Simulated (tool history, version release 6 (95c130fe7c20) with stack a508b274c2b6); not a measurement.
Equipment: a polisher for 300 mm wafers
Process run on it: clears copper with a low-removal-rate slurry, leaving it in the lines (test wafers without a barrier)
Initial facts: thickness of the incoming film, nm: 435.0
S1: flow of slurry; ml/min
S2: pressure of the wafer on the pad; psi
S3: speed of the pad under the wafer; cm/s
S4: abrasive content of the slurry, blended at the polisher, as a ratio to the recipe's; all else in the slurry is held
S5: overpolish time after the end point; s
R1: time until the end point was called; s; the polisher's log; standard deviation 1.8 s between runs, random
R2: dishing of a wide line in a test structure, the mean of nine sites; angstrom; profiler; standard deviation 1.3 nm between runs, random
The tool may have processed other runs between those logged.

run    day   S1   S2   S3   S4  S5      R1      R2
  1  0.000  150  2.4  110  1.0  22  183.51  341.67
  2  0.179  125  2.4  110  1.0  22  187.23  332.29
  3  0.371  125  2.5  110  1.0  22  177.37  347.58
  4  0.662  125  2.5   84  1.0  22  236.07  274.86
  5  0.846  125  2.1   84  1.0  22  270.10  235.82
  6  1.058  125  2.1  110  1.0  22  223.10  299.42
  7  1.154  125  2.2  110  1.0  23  207.73  332.14
  8  1.496  125  2.3  110  1.0  23  201.86  340.85
  9  1.833  125  2.4  110  1.0  23  184.92  345.42
 10  2.146  130  3.0  118  1.0  31  142.15  582.63

What will run 11 give?
 11  2.271  130  3.1  118  1.0  31   ?   ?

R1: 134.34 s
R2: 583.07 angstrom
